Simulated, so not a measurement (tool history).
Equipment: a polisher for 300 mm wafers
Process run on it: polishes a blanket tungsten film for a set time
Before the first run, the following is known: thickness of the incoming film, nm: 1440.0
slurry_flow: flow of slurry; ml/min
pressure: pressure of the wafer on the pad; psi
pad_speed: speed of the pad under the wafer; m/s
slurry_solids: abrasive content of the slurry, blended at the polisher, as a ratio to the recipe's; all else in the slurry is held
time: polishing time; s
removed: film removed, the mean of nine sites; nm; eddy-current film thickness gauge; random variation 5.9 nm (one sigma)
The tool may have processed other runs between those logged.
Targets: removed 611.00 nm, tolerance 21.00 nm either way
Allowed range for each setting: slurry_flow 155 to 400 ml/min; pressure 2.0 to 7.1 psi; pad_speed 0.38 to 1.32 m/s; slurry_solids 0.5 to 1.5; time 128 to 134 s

{"run": 1, "hour": 0.0, "slurry_flow": 255, "pressure": 4.5, "pad_speed": 0.84, "slurry_solids": 1.0, "time": 128, "removed": 689.18}
{"run": 2, "hour": 2.4, "slurry_flow": 255, "pressure": 4.5, "pad_speed": 0.84, "slurry_solids": 1.0, "time": 128, "removed": 687.26}
{"run": 3, "hour": 10.8, "slurry_flow": 255, "pressure": 4.3, "pad_speed": 0.84, "slurry_solids": 1.0, "time": 128, "removed": 652.89}
{"run": 4, "hour": 13.3, "slurry_flow": 255, "pressure": 4.2, "pad_speed": 0.84, "slurry_solids": 1.0, "time": 128, "removed": 641.14}
{"hour": 19.3, "done": "slurry nozzle cleaned"}
{"run": 5, "hour": 19.3, "slurry_flow": 255, "pressure": 4.2, "pad_speed": 0.68, "slurry_solids": 1.0, "time": 128, "removed": 538.6}
{"run": 6, "hour": 23.0, "slurry_flow": 255, "pressure": 4.4, "pad_speed": 0.68, "slurry_solids": 1.0, "time": 128, "removed": 566.42}
{"run": 7, "hour": 30.8, "slurry_flow": 255, "pressure": 4.5, "pad_speed": 0.68, "slurry_solids": 1.0, "time": 128, "removed": 584.54}
{"run": 8, "hour": 35.4, "slurry_flow": 255, "pressure": 4.5, "pad_speed": 0.68, "slurry_solids": 1.0, "time": 128, "removed": 589.4}

Below are 5 possible settings for the next run. Only one of them brings all results inside the allowed miss of their targets. Which is it?
{"run": "A", "hour": 40.0, "slurry_flow": 400, "pressure": 4.0, "pad_speed": 0.7, "slurry_solids": 1.2, "time": 134, "removed": "?"}
{"run": "B", "hour": 40.0, "slurry_flow": 245, "pressure": 4.7, "pad_speed": 0.64, "slurry_solids": 1.0, "time": 128, "removed": "?"}
{"run": "C", "hour": 40.0, "slurry_flow": 270, "pressure": 3.6, "pad_speed": 0.76, "slurry_solids": 1.4, "time": 128, "removed": "?"}
{"run": "D", "hour": 40.0, "slurry_flow": 255, "pressure": 3.4, "pad_speed": 0.84, "slurry_solids": 1.1, "time": 128, "removed": "?"}
{"run": "E", "hour": 40.0, "slurry_flow": 260, "pressure": 4.1, "pad_speed": 0.68, "slurry_solids": 1.0, "time": 131, "removed": "?"}

move=A removed=596.55
move=B removed=569.69
move=C removed=560.60
move=D removed=543.08
move=E removed=540.58
A: every result lands within tolerance
B: moves away from the targets compared with the last run
C: moves away from the targets compared with the last run
D: moves away from the targets compared with the last run
E: moves away from the targets compared with the last run
The right move is A.

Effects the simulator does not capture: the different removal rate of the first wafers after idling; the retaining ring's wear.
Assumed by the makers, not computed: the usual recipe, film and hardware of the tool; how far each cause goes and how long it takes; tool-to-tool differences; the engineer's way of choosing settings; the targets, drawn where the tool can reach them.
